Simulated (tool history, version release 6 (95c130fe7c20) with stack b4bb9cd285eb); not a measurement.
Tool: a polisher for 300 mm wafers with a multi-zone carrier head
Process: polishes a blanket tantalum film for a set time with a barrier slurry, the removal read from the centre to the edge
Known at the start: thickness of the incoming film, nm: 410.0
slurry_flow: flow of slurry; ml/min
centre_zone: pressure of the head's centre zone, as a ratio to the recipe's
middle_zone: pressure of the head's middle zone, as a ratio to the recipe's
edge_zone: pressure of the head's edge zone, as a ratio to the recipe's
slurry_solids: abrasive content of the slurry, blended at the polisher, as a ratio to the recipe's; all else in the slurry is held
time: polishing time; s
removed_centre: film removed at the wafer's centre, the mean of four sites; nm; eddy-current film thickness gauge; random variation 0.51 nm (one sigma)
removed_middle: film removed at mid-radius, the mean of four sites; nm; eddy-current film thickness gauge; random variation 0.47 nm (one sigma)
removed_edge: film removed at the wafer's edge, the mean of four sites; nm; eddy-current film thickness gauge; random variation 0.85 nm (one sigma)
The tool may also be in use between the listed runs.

run 1 hour=0 | slurry_flow=155 centre_zone=1 middle_zone=1 edge_zone=1 slurry_solids=1 time=57 | removed_centre=79.074 removed_middle=82.185 removed_edge=82.094
run 2 hour=2.6 | slurry_flow=155 centre_zone=1 middle_zone=1 edge_zone=1 slurry_solids=0.85 time=57 | removed_centre=74.51 removed_middle=77.415 removed_edge=79.05
run 3 hour=4.2 | slurry_flow=170 centre_zone=1 middle_zone=1 edge_zone=1 slurry_solids=0.85 time=57 | removed_centre=75.949 removed_middle=77.013 removed_edge=75.4
run 4 hour=13 | slurry_flow=170 centre_zone=1 middle_zone=1 edge_zone=1 slurry_solids=0.85 time=66 | removed_centre=87.701 removed_middle=88.564 removed_edge=90.84
run 5 hour=15.8 | slurry_flow=190 centre_zone=0.97 middle_zone=0.98 edge_zone=0.97 slurry_solids=0.75 time=64 | removed_centre=78.102 removed_middle=81.224 removed_edge=81.63
run 6 hour=23.4 | slurry_flow=190 centre_zone=0.97 middle_zone=0.98 edge_zone=0.93 slurry_solids=0.75 time=64 | removed_centre=78.203 removed_middle=83.11 removed_edge=81.478
run 7 hour=24.6 | slurry_flow=200 centre_zone=0.98 middle_zone=0.96 edge_zone=0.91 slurry_solids=0.7 time=62 | removed_centre=74.373 removed_middle=77.063 removed_edge=74.229
run 8 hour=31.7 | slurry_flow=205 centre_zone=0.98 middle_zone=0.93 edge_zone=0.89 slurry_solids=0.65 time=62 | removed_centre=71.938 removed_middle=71.016 removed_edge=71.032
run 9 hour=37.4 | slurry_flow=210 centre_zone=0.98 middle_zone=0.92 edge_zone=0.87 slurry_solids=0.6 time=62 | removed_centre=68.113 removed_middle=66.882 removed_edge=66.35
run 10 hour=43 | slurry_flow=205 centre_zone=0.98 middle_zone=0.92 edge_zone=0.85 slurry_solids=0.6 time=62 | removed_centre=67.06 removed_middle=67.159 removed_edge=65.383

Forecast run 11:
run 11 hour=45.8 | slurry_flow=200 centre_zone=0.99 middle_zone=0.92 edge_zone=0.84 slurry_solids=0.6 time=62 | removed_centre=? removed_middle=? removed_edge=?

Run 11 gave removed_centre 68.174 nm, removed_middle 66.445 nm, removed_edge 66.015 nm.
